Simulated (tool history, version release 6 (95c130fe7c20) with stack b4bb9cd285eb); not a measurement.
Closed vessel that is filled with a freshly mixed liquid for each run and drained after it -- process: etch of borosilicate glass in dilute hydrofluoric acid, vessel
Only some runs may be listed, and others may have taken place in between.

run  hour  temperature setpoint of the liquid (K)  parts of water to one part of 49 % hydrofluoric acid (parts by volume)  time in the liquid (s)  thickness taken off the borosilicate glass on a monitor wafer (angstrom)
  1     0                                  297.15                                                                     160                     115                                                                    123.69
  2   1.3                                  296.15                                                                     160                     115                                                                    118.08
  3   7.8                                  295.65                                                                     160                     115                                                                    115.63
  4  11.2                                  292.15                                                                     160                     115                                                                    101.54
  5    17                                  292.15                                                                     160                     115                                                                    102.64
  6  24.4                                  294.65                                                                     160                     115                                                                    112.89
     25.7  -- hydrofluoric acid flow meter replaced
  7  25.7                                  294.15                                                                     160                     115                                                                    121.78
  8  26.7                                  293.15                                                                     160                     115                                                                     116.2

What does the tool deliver on the next run?
  9  29.4                                  292.65                                                                     160                     115                                                                         ?

thickness taken off the borosilicate glass on a monitor wafer (angstrom): 116

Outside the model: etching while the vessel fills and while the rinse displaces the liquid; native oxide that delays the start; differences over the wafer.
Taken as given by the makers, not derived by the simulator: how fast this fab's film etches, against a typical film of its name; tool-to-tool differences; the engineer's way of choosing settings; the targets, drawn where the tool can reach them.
